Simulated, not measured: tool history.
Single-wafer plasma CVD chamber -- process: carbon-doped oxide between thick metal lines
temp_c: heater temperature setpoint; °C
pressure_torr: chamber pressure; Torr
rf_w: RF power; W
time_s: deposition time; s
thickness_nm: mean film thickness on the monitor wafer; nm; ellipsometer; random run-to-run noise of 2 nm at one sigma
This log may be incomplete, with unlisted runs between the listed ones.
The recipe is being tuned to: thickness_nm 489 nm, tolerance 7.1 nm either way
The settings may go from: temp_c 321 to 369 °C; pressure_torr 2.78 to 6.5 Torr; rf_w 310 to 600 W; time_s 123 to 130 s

run  hour  temp_c  pressure_torr  rf_w  time_s  thickness_nm
  1     0     345           4.64   455     130        552.86
  2   3.1     345           5.33   455     130        563.93
  3   4.5     345           5.33   480     130        584.54
  4   6.3     345           5.33   520     130           618
  5    14     349           4.74   485     130        574.77
  6    22     351           4.31   460     130        541.43
  7  29.3     354           3.92   450     130        517.36
  8  30.2     357           3.78   450     130        508.37

Which of these 4 next moves meets every target?
  A  31.1     355           3.74   475     123             ?
  B  31.1     362           3.35   485     127             ?
  C  31.1     369           3.73   440     126             ?
  D  31.1     358           4.48   440     123             ?

move  thickness_nm
   A        502.91
   B        509.09
   C        469.54
   D        484.93
A: closes in on the targets versus the last run, not all within tolerance yet
B: neither nearer nor further off than the last run
C: moves the result that the last run missed by most past its target, out the other side
D: all results in spec
Go with D: it meets all targets.

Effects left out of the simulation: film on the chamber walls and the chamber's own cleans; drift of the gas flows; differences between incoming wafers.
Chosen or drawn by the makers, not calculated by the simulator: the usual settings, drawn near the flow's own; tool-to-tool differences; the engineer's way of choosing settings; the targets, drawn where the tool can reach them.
